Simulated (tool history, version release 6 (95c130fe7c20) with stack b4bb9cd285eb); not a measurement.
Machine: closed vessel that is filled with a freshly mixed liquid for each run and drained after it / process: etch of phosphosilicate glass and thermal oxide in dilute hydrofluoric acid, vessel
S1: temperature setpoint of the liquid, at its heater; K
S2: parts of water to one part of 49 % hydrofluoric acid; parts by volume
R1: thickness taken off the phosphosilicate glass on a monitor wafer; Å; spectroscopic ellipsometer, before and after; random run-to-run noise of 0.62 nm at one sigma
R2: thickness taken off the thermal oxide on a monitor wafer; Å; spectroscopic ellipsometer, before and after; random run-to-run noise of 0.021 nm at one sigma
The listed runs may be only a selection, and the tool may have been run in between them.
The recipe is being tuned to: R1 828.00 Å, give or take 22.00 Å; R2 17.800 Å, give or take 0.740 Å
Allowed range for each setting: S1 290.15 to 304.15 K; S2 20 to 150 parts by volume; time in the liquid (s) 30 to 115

run 1 hour=0.0 | S1=296.15 S2=85 time_in_the_liquid_(s)=60 | R1=1452.50 R2=31.031
run 2 hour=6.0 | S1=295.15 S2=90 time_in_the_liquid_(s)=60 | R1=1299.00 R2=28.810
run 3 hour=10.5 | S1=295.15 S2=90 time_in_the_liquid_(s)=70 | R1=1532.70 R2=31.909
run 4 hour=17.3 | S1=294.15 S2=95 time_in_the_liquid_(s)=70 | R1=1397.20 R2=29.329
run 5 hour=18.3 | S1=293.65 S2=100 time_in_the_liquid_(s)=70 | R1=1263.90 R2=27.505
run 6 hour=27.6 | S1=293.15 S2=105 time_in_the_liquid_(s)=70 | R1=1194.30 R2=25.285
run 7 hour=32.8 | S1=292.65 S2=110 time_in_the_liquid_(s)=70 | R1=1095.40 R2=23.713
run 8 hour=34.6 | S1=292.15 S2=115 time_in_the_liquid_(s)=70 | R1=1031.00 R2=21.668

Which one of the following 5 next-run settings gets every result inside its allowed miss? There is exactly one.
run A hour=36.4 | S1=291.65 S2=120 time_in_the_liquid_(s)=65 | R1=? R2=?
run B hour=36.4 | S1=290.65 S2=115 time_in_the_liquid_(s)=60 | R1=? R2=?
run C hour=36.4 | S1=296.15 S2=110 time_in_the_liquid_(s)=50 | R1=? R2=?
run D hour=36.4 | S1=296.15 S2=70 time_in_the_liquid_(s)=30 | R1=? R2=?
run E hour=36.4 | S1=290.15 S2=105 time_in_the_liquid_(s)=60 | R1=? R2=?

move=A R1=888.93 R2=18.971
move=B R1=825.80 R2=17.623
move=C R1=904.69 R2=19.307
move=D R1=895.59 R2=19.113
move=E R1=894.89 R2=19.098
A: nearer the targets than the last run, but a result is still out of spec
B: all results in spec
C: nearer the targets than the last run, but a result is still out of spec
D: nearer the targets than the last run, but a result is still out of spec
E: nearer the targets than the last run, but a result is still out of spec
Move B is the one to make.
